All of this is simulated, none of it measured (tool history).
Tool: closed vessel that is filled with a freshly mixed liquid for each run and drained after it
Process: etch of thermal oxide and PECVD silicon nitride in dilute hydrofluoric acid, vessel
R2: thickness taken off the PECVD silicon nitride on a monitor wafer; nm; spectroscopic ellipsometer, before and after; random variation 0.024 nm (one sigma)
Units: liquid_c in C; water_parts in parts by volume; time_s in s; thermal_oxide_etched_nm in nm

{"run": 1, "day": 0.0, "liquid_c": 23.0, "water_parts": 60, "time_s": 150, "thermal_oxide_etched_nm": 11.715, "R2": 5.7067}
{"run": 2, "day": 0.096, "liquid_c": 23.0, "water_parts": 50, "time_s": 150, "thermal_oxide_etched_nm": 14.268, "R2": 6.8758}
{"run": 3, "day": 0.204, "liquid_c": 23.0, "water_parts": 60, "time_s": 150, "thermal_oxide_etched_nm": 11.666, "R2": 5.6893}
{"run": 4, "day": 0.3, "liquid_c": 23.0, "water_parts": 60, "time_s": 100, "thermal_oxide_etched_nm": 7.757, "R2": 3.8359}
{"run": 5, "day": 0.342, "liquid_c": 23.0, "water_parts": 75, "time_s": 100, "thermal_oxide_etched_nm": 6.1343, "R2": 3.0816}
{"run": 6, "day": 0.458, "liquid_c": 26.0, "water_parts": 75, "time_s": 100, "thermal_oxide_etched_nm": 6.8918, "R2": 3.7114}

The next listed run, before its measurement:
{"run": 7, "day": 0.679, "liquid_c": 23.5, "water_parts": 95, "time_s": 105, "thermal_oxide_etched_nm": "?", "R2": "?"}

{"run 7": {"thermal_oxide_etched_nm": 5.0345, "R2": 2.6241}}
